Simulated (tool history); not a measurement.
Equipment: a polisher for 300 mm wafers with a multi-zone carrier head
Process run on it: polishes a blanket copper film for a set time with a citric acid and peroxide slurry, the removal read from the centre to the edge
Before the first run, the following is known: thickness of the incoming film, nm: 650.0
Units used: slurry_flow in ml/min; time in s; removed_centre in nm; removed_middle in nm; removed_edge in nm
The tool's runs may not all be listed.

run  hour  slurry_flow  centre_zone  middle_zone  edge_zone  slurry_solids  time  removed_centre  removed_middle  removed_edge
  1     0          190            1            1          1              1    32          70.698          71.352        70.958
  2   3.6          200         1.04         0.98       1.04            1.1    34          81.574          76.245        78.903
  3   4.4          205         1.06         0.97       1.07            1.2    35          86.063           80.66        83.684
  4  13.4          205         1.03         0.97       1.07            1.2    35          83.578          79.227        84.167
  5  14.9          205         0.95         0.97       1.07            1.2    35          77.409          79.723        84.207
  6    19          205         0.88         0.97       1.07            1.2    35          70.166          80.032        84.805
  7  21.7          210         0.94         0.95       1.09           1.25    36          80.812          80.193        88.639

Estimate the outcome of run 8 from the log above:
  8  30.5          215         0.98         0.94        1.1            1.3    37               ?               ?             ?

removed_centre: 84.587 nm
removed_middle: 84.111 nm
removed_edge: 93.184 nm
